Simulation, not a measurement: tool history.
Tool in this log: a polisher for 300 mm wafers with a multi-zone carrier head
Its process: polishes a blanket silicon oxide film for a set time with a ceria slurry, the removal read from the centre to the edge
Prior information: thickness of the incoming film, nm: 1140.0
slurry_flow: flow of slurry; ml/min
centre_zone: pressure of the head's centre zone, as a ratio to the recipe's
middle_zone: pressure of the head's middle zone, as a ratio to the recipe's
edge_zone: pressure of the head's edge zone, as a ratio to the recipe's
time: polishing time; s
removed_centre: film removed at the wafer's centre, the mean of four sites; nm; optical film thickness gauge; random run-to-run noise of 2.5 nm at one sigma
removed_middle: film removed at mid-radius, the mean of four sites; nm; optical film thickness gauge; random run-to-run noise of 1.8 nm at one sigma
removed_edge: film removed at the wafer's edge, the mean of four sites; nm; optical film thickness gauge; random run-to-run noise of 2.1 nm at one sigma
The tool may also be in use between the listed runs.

run	hour	slurry_flow	centre_zone	middle_zone	edge_zone	time	removed_centre	removed_middle	removed_edge
1	0	210	1	1	1	43	122.04	120.94	117.4
2	2.2	210	1.01	1	1.01	44	127.4	124.62	125.46
3	7.6	215	1.03	1.02	1.02	44	125.66	124.77	124.6
4	8.4	215	1.03	1.02	1.02	36	104.36	103.75	100.5
5	11.6	215	1.08	1.02	1.02	36	109.49	101.95	99.573
6	15.2	255	1.08	1.02	1.02	36	111.75	107.84	102.46
7	17.1	265	1.11	1.02	1.12	48	151.03	142.15	141.87
8	23.1	265	1.11	1.02	1.12	49	155.53	143.85	148.48
9	25	275	1.12	1.04	1.13	51	166.06	152.72	155.63

Forecast run 10:
10	33	280	1.12	1.06	1.14	52	?	?	?

{"run 10": {"removed_centre": 168.18, "removed_middle": 158.23, "removed_edge": 159.71}}

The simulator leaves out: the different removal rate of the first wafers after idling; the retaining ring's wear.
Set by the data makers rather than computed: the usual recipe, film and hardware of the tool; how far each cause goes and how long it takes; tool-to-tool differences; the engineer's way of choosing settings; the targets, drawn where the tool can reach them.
